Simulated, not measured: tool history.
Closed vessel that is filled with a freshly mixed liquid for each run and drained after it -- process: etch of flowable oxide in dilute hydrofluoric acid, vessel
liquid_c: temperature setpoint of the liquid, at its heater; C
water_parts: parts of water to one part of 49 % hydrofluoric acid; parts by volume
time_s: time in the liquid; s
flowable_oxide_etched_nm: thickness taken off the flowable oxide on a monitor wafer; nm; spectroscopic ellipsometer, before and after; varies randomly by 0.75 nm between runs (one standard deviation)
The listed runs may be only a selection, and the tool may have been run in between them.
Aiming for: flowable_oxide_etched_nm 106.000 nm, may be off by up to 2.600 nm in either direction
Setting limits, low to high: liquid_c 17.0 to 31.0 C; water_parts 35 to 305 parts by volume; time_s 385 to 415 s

| run | hour | liquid_c | water_parts | time_s | flowable_oxide_etched_nm |
|---|---|---|---|---|---|
| 1 | 0.0 | 23.0 | 170 | 385 | 73.838 |
| 2 | 8.1 | 25.5 | 170 | 385 | 83.211 |
| 3 | 16.7 | 25.5 | 125 | 385 | 116.890 |
| 4 | 25.4 | 25.5 | 125 | 385 | 118.850 |
| 5 | 27.0 | 24.0 | 125 | 385 | 111.830 |
| 6 | 29.8 | 24.0 | 85 | 385 | 171.470 |
| 7 | 36.0 | 24.0 | 85 | 385 | 172.970 |
| 8 | 44.8 | 23.0 | 90 | 385 | 155.130 |
| 9 | 53.6 | 22.0 | 95 | 385 | 138.400 |
| 10 | 55.0 | 18.0 | 95 | 385 | 118.630 |
| 11 | 56.5 | 17.5 | 100 | 385 | 109.750 |

5 candidate next runs follow, results not yet known. Just one meets every target within its allowed miss. Identify it.
| A | 58.0 | 19.0 | 110 | 415 | ? |
| B | 58.0 | 18.5 | 100 | 385 | ? |
| C | 58.0 | 17.0 | 95 | 395 | ? |
| D | 58.0 | 17.0 | 95 | 385 | ? |
| E | 58.0 | 23.0 | 135 | 415 | ? |

| move | flowable_oxide_etched_nm |
|---|---|
| A | 114.040 |
| B | 115.220 |
| C | 117.470 |
| D | 114.490 |
| E | 106.110 |
A: lands further from the targets than the last run did
B: lands further from the targets than the last run did
C: lands further from the targets than the last run did
D: lands further from the targets than the last run did
E: every result within its allowed miss
The right move is E.
